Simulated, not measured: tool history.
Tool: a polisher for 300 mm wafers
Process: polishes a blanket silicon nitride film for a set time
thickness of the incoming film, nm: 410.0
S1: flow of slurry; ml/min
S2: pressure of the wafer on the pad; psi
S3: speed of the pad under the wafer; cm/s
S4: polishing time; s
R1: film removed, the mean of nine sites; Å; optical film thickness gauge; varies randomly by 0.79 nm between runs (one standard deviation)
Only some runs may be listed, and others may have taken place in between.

run	day	S1	S2	S3	S4	R1
1	0.000	310	4.6	92	43	712.26
2	0.196	310	5.0	92	43	773.91
3	0.462	310	5.4	92	43	843.07
4	0.650	310	6.4	92	43	971.39
# day 0.696: head pressure recalibrated
5	0.696	310	6.4	84	43	1016.10
6	0.825	310	6.4	70	43	869.35

What does the tool deliver on the next run?
7	0.950	315	6.5	74	43	?

R1: 923.31 Å
